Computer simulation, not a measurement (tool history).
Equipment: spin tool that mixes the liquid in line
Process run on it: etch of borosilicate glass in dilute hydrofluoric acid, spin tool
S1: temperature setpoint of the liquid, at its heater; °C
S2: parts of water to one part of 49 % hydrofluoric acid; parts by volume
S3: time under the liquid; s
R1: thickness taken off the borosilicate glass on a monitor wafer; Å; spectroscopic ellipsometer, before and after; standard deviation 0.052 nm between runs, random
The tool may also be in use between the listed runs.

run	day	S1	S2	S3	R1
1	0.000	24.0	145	100	128.78
2	0.129	24.0	145	100	130.01
3	0.317	24.0	105	100	185.89
4	0.454	24.0	135	100	142.22
5	0.779	23.0	145	100	123.35
6	1.125	23.0	105	100	178.99
7	1.350	22.0	120	100	147.84
8	1.425	21.0	130	100	129.88

The next listed run, before its measurement:
9	1.575	20.5	140	100	?

{"run 9": {"R1": 115.81}}

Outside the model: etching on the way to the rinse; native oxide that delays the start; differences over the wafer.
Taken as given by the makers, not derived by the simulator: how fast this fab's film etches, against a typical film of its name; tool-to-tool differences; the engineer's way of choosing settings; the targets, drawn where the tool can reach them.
